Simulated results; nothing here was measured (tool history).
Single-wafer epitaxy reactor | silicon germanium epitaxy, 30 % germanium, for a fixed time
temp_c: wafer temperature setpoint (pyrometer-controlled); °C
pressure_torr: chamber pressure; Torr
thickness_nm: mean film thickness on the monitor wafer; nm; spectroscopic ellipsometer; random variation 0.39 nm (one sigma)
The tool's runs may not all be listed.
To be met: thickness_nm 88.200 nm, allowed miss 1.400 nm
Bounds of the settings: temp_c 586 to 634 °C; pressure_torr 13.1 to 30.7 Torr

{"run": 1, "hour": 0.0, "temp_c": 610, "pressure_torr": 21.9, "thickness_nm": 76.947}
{"run": 2, "hour": 7.2, "temp_c": 611, "pressure_torr": 21.9, "thickness_nm": 77.875}
{"run": 3, "hour": 14.7, "temp_c": 612, "pressure_torr": 21.9, "thickness_nm": 79.292}
{"run": 4, "hour": 17.8, "temp_c": 613, "pressure_torr": 21.9, "thickness_nm": 81.208}
{"run": 5, "hour": 22.2, "temp_c": 609, "pressure_torr": 21.9, "thickness_nm": 75.864}
{"run": 6, "hour": 23.3, "temp_c": 610, "pressure_torr": 21.9, "thickness_nm": 76.346}
{"run": 7, "hour": 28.3, "temp_c": 611, "pressure_torr": 21.9, "thickness_nm": 78.364}
{"run": 8, "hour": 31.5, "temp_c": 612, "pressure_torr": 21.9, "thickness_nm": 79.529}
{"run": 9, "hour": 34.8, "temp_c": 613, "pressure_torr": 21.9, "thickness_nm": 81.886}
{"run": 10, "hour": 35.7, "temp_c": 614, "pressure_torr": 21.9, "thickness_nm": 82.714}
{"run": 11, "hour": 42.2, "temp_c": 615, "pressure_torr": 21.9, "thickness_nm": 85.356}
{"run": 12, "hour": 48.2, "temp_c": 616, "pressure_torr": 21.9, "thickness_nm": 86.254}

4 next moves are on the table. One of them brings every result within its allowed miss. Which?
{"run": "A", "hour": 54.2, "temp_c": 614, "pressure_torr": 24.0, "thickness_nm": "?"}
{"run": "B", "hour": 54.2, "temp_c": 614, "pressure_torr": 23.5, "thickness_nm": "?"}
{"run": "C", "hour": 54.2, "temp_c": 613, "pressure_torr": 26.6, "thickness_nm": "?"}
{"run": "D", "hour": 54.2, "temp_c": 614, "pressure_torr": 23.0, "thickness_nm": "?"}

move=A thickness_nm=85.706
move=B thickness_nm=84.994
move=C thickness_nm=87.580
move=D thickness_nm=84.274
A: further off than the last run
B: further off than the last run
C: meets every target
D: further off than the last run
Move C is the one to make.

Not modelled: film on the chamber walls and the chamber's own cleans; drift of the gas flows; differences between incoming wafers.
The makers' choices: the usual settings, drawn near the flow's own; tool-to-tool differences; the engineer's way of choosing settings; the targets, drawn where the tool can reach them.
